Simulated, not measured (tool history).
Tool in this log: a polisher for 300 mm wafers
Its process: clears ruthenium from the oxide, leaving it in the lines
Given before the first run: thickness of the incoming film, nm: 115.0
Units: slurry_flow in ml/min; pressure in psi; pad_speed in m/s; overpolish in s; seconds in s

run 1 hour=0.0 | slurry_flow=300 pressure=2.2 pad_speed=0.96 overpolish=9 | seconds=92.524
run 2 hour=2.1 | slurry_flow=300 pressure=2.1 pad_speed=0.96 overpolish=9 | seconds=96.330
run 3 hour=10.3 | slurry_flow=300 pressure=2.0 pad_speed=0.96 overpolish=9 | seconds=102.250
run 4 hour=14.3 | slurry_flow=300 pressure=2.0 pad_speed=1.08 overpolish=9 | seconds=89.491
run 5 hour=20.8 | slurry_flow=300 pressure=2.0 pad_speed=1.08 overpolish=9 | seconds=91.121
run 6 hour=22.5 | slurry_flow=300 pressure=1.9 pad_speed=1.08 overpolish=9 | seconds=95.173
run 7 hour=29.4 | slurry_flow=300 pressure=1.8 pad_speed=1.08 overpolish=9 | seconds=100.450

Run 8 comes next. What will it give?
run 8 hour=31.7 | slurry_flow=300 pressure=1.7 pad_speed=1.08 overpolish=9 | seconds=?

{"run 8": {"seconds": 106.29}}
